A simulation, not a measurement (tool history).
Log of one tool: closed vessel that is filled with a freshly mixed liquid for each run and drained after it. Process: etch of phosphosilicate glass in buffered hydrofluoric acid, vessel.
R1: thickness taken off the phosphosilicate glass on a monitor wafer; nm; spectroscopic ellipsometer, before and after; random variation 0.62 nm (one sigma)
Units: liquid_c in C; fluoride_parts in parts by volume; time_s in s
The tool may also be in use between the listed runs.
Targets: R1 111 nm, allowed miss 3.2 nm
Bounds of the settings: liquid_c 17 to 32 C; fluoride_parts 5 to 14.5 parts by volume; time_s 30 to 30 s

{"run": 1, "day": 0.0, "liquid_c": 24, "fluoride_parts": 9, "time_s": 30, "R1": 96.787}
{"run": 2, "day": 0.196, "liquid_c": 25, "fluoride_parts": 9, "time_s": 30, "R1": 102.04}
{"run": 3, "day": 0.325, "liquid_c": 25, "fluoride_parts": 9, "time_s": 30, "R1": 101.15}
{"run": 4, "day": 0.425, "liquid_c": 23.5, "fluoride_parts": 9, "time_s": 30, "R1": 93.293}
{"run": 5, "day": 0.571, "liquid_c": 23.5, "fluoride_parts": 9, "time_s": 30, "R1": 93.158}
{"run": 6, "day": 0.838, "liquid_c": 23.5, "fluoride_parts": 9, "time_s": 30, "R1": 94.179}
{"run": 7, "day": 1.104, "liquid_c": 24.5, "fluoride_parts": 9, "time_s": 30, "R1": 98.694}
{"run": 8, "day": 1.171, "liquid_c": 25, "fluoride_parts": 9, "time_s": 30, "R1": 102}
{"run": 9, "day": 1.404, "liquid_c": 25.5, "fluoride_parts": 9, "time_s": 30, "R1": 104.46}
{"run": 10, "day": 1.65, "liquid_c": 26, "fluoride_parts": 9, "time_s": 30, "R1": 107.31}

4 next moves are on the table. One of them brings every result within its allowed miss. Which?
{"run": "A", "day": 1.896, "liquid_c": 25.5, "fluoride_parts": 9, "time_s": 30, "R1": "?"}
{"run": "B", "day": 1.896, "liquid_c": 26, "fluoride_parts": 8, "time_s": 30, "R1": "?"}
{"run": "C", "day": 1.896, "liquid_c": 25.5, "fluoride_parts": 8.5, "time_s": 30, "R1": "?"}
{"run": "D", "day": 1.896, "liquid_c": 26, "fluoride_parts": 9.5, "time_s": 30, "R1": "?"}

move=A R1=104.11
move=B R1=121.52
move=C R1=110.77
move=D R1=103.38
A: further off than the last run
B: takes the result that was furthest off past its target
C: meets every target
D: further off than the last run
The right move is C.
